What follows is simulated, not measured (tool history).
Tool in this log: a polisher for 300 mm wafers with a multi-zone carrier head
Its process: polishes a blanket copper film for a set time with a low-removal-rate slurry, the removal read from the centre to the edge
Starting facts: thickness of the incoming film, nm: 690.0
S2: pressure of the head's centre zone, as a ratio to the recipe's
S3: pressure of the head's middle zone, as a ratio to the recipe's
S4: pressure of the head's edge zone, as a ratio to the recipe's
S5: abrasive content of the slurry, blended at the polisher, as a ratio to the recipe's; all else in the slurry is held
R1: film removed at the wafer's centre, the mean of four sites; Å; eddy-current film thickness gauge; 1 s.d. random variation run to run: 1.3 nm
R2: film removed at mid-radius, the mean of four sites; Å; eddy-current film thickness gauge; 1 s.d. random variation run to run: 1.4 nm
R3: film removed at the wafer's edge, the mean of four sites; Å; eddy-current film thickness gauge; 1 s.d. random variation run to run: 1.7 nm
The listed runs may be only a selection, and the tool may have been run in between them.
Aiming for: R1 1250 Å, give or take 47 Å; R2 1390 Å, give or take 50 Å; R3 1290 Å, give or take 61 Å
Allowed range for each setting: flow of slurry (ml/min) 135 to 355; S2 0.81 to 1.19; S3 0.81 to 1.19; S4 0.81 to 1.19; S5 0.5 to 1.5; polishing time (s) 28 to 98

run 1 hour=0 | flow_of_slurry_(ml/min)=225 S2=1 S3=1 S4=1 S5=1 polishing_time_(s)=63 | R1=2292.8 R2=2184.7 R3=2220.7
run 2 hour=6 | flow_of_slurry_(ml/min)=255 S2=1 S3=1 S4=1 S5=1 polishing_time_(s)=63 | R1=2303.2 R2=2263.4 R3=2274.7
run 3 hour=15 | flow_of_slurry_(ml/min)=255 S2=1 S3=1.03 S4=1 S5=1 polishing_time_(s)=63 | R1=2314.1 R2=2347.4 R3=2291.1
run 4 hour=19.7 | flow_of_slurry_(ml/min)=310 S2=1 S3=1.03 S4=1 S5=1 polishing_time_(s)=63 | R1=2374.1 R2=2372.1 R3=2307.8
run 5 hour=24.3 | flow_of_slurry_(ml/min)=340 S2=1 S3=1.03 S4=1 S5=1 polishing_time_(s)=63 | R1=2379.3 R2=2382.1 R3=2323.2
run 6 hour=30.3 | flow_of_slurry_(ml/min)=340 S2=0.99 S3=1.03 S4=0.98 S5=0.95 polishing_time_(s)=60 | R1=2200.7 R2=2238.4 R3=2158
run 7 hour=32.1 | flow_of_slurry_(ml/min)=340 S2=0.98 S3=1.03 S4=0.96 S5=0.9 polishing_time_(s)=57 | R1=2040.5 R2=2123.3 R3=2024.4
run 8 hour=35.6 | flow_of_slurry_(ml/min)=340 S2=0.97 S3=1.03 S4=0.95 S5=0.85 polishing_time_(s)=55 | R1=1918.5 R2=2023.5 R3=1932

Pick the move, out of 5, that brings all results within their allowed miss; only one does.
run A hour=39.1 | flow_of_slurry_(ml/min)=300 S2=1.05 S3=0.81 S4=1.08 S5=0.85 polishing_time_(s)=82 | R1=? R2=? R3=?
run B hour=39.1 | flow_of_slurry_(ml/min)=350 S2=0.93 S3=1.05 S4=0.96 S5=0.85 polishing_time_(s)=37 | R1=? R2=? R3=?
run C hour=39.1 | flow_of_slurry_(ml/min)=340 S2=0.96 S3=0.84 S4=0.94 S5=0.85 polishing_time_(s)=47 | R1=? R2=? R3=?
run D hour=39.1 | flow_of_slurry_(ml/min)=340 S2=1.15 S3=1 S4=0.96 S5=0.9 polishing_time_(s)=66 | R1=? R2=? R3=?
run E hour=39.1 | flow_of_slurry_(ml/min)=330 S2=0.98 S3=1.06 S4=0.88 S5=0.95 polishing_time_(s)=83 | R1=? R2=? R3=?

move=A R1=3091 R2=2464.6 R3=2991.4
move=B R1=1254.9 R2=1400.4 R3=1283.7
move=C R1=1639.1 R2=1472.5 R3=1616.1
move=D R1=2794.5 R2=2414.6 R3=2312.4
move=E R1=3015.7 R2=3219.1 R3=2814.8
A: the biggest miss grows against the last run
B: every result within its allowed miss
C: an improvement on the last run, though not all results are within tolerance
D: the biggest miss grows against the last run
E: the biggest miss grows against the last run
So the answer is move B, the one that meets all the targets.
